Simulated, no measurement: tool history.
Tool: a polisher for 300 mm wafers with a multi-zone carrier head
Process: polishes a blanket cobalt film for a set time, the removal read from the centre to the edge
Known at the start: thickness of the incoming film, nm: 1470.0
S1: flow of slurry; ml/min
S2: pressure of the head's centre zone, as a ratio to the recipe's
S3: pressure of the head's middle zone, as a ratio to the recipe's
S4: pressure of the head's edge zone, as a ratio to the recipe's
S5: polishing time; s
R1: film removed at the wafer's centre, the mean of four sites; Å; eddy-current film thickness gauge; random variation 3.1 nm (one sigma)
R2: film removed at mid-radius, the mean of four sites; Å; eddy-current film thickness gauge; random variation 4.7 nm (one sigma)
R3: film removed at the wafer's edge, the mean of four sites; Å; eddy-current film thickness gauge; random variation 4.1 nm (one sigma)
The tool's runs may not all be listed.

run	hour	S1	S2	S3	S4	S5	R1	R2	R3
1	0	290	1	1	1	73	5310	5292.5	5347.8
2	2.6	290	1	0.94	1	73	5356.4	5076.8	5440.5
3	6.4	290	0.97	0.94	1	73	5180.7	5013.1	5468.3
4	14.4	290	0.99	0.95	0.97	65	4646.5	4496.9	4737.6
5	16.1	290	0.99	0.95	0.97	47	3367.6	3312.8	3480.3
6	23.2	295	1.02	0.96	0.95	46	3412.8	3183.1	3346.8

Run 7 comes next. What will it give?
7	31.2	295	1.02	0.96	0.95	46	?	?	?

{"run 7": {"R1": 3483.2, "R2": 3304.9, "R3": 3438.2}}
